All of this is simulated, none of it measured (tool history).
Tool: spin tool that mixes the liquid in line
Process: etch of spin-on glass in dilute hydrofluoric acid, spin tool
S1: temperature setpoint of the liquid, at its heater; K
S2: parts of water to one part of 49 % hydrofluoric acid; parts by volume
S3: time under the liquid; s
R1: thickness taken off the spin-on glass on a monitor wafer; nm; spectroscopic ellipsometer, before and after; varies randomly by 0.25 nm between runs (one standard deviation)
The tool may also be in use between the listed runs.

run 1 day=0 | S1=296.15 S2=160 S3=100 | R1=15.737
run 2 day=0.204 | S1=296.15 S2=160 S3=100 | R1=15.462
run 3 day=0.479 | S1=298.15 S2=145 S3=100 | R1=18.793
run 4 day=0.704 | S1=298.15 S2=110 S3=100 | R1=26.168
run 5 day=0.862 | S1=299.65 S2=110 S3=100 | R1=27.312
run 6 day=0.992 | S1=299.65 S2=135 S3=100 | R1=21.818
-- day=1.158 hydrofluoric acid flow meter replaced
run 7 day=1.158 | S1=303.65 S2=115 S3=100 | R1=34.888
run 8 day=1.275 | S1=302.65 S2=115 S3=100 | R1=33.313

What does the tool deliver on the next run?
run 9 day=1.354 | S1=302.15 S2=115 S3=100 | R1=?

R1: 32.692 nm
